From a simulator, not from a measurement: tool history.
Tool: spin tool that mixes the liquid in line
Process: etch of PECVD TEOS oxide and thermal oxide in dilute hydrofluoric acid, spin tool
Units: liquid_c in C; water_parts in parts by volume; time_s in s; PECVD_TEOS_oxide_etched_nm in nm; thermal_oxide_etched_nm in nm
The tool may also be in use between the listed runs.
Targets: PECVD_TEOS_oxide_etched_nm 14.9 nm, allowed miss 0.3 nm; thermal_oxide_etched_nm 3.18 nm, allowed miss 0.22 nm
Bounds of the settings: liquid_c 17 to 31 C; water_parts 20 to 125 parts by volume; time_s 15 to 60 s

run,hour,liquid_c,water_parts,time_s,PECVD_TEOS_oxide_etched_nm,thermal_oxide_etched_nm
1,0,23,70,30,8.9564,1.912
2,6.7,23,70,15,4.4911,0.95099
3,10,21,70,15,4.1202,0.87568
4,11.6,23.5,55,15,5.9541,1.3292
5,13.8,23.5,55,30,11.815,2.5696
6,19.7,25,55,30,12.621,2.7028
7,23.5,26,55,30,13.109,2.7954
8,27.5,26.5,55,30,13.385,2.8879
9,31.5,27,55,30,13.649,2.8516
10,32.1,27.5,55,30,13.922,3.0222
11,37.4,28,55,30,14.206,3.0809
12,43,28.5,55,30,14.508,3.0401

4 next moves are on the table. One of them brings every result within its allowed miss. Which?
A,48.6,26,35,20,?,?
B,48.6,24,45,30,?,?
C,48.6,31,70,35,?,?
D,48.6,28,80,45,?,?

move,PECVD_TEOS_oxide_etched_nm,thermal_oxide_etched_nm
A,14.165,3.1275
B,15.012,3.3145
C,14.35,3.1683
D,14.175,3.1296
A: further off than the last run
B: meets every target
C: further off than the last run
D: further off than the last run
Answer: B

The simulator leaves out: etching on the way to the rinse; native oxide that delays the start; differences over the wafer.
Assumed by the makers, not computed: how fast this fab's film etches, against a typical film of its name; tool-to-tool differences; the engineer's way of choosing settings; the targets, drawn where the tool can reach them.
